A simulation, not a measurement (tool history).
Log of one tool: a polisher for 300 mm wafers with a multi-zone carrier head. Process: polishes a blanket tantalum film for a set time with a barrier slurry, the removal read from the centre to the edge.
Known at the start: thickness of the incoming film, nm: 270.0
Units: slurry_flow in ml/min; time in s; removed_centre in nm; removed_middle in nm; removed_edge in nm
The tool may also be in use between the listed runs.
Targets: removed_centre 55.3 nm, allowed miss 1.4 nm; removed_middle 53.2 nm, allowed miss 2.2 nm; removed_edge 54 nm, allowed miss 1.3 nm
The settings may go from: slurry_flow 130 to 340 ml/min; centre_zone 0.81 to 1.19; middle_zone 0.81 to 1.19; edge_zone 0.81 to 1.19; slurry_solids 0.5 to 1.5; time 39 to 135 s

run,day,slurry_flow,centre_zone,middle_zone,edge_zone,slurry_solids,time,removed_centre,removed_middle,removed_edge
1,0,220,1,1,1,1,87,76.401,79.122,82.603
2,0.067,220,1,0.99,0.98,0.95,84,72.199,74.245,78.423
3,0.125,220,1,0.95,0.98,0.95,84,71.616,71.275,78.328
4,0.321,220,1.01,0.96,0.96,0.9,82,69.953,69.068,73.604
5,0.525,220,1.01,0.96,0.96,0.9,72,60.885,61.279,64.521
6,0.596,220,1.01,0.96,0.96,0.9,86,71.843,72.61,76.911
# day 0.833: edge zone pressure recalibrated
7,0.833,220,1.02,0.95,0.94,0.85,85,70.793,69.061,68.501
8,1.167,215,1.01,0.93,0.92,0.85,85,69.4,66.657,69.339
9,1.308,210,1,0.92,0.9,0.8,85,66.188,64.615,65.032
10,1.471,155,0.94,0.82,0.84,0.65,83,49.171,46.521,50.925
11,1.508,165,0.94,0.83,0.84,0.65,83,49.484,46.507,51.66
12,1.875,175,0.94,0.84,0.84,0.65,83,49.847,46.873,52.253
13,2.088,180,0.95,0.85,0.84,0.65,83,50.662,49.561,51.832
14,2.138,190,0.95,0.85,0.84,0.65,83,51.983,49.563,52.863
15,2.192,195,0.95,0.85,0.84,0.65,83,51.6,50.045,52.826
16,2.283,245,1,0.89,0.85,0.65,83,56.919,53.499,54.03

4 next moves are on the table. One of them brings every result within its allowed miss. Which?
A,2.375,205,0.98,0.89,0.83,0.8,73,?,?,?
B,2.375,235,1.03,0.84,0.88,0.6,90,?,?,?
C,2.375,260,1.02,0.83,0.81,0.7,79,?,?,?
D,2.375,230,1.04,0.88,0.82,0.65,84,?,?,?

move,removed_centre,removed_middle,removed_edge
A,55.879,53.873,54.003
B,58.587,51.109,54.935
C,59.502,51.848,54.069
D,59.593,53.496,53.632
A: meets every target
B: further off than the last run
C: further off than the last run
D: further off than the last run
Answer: A
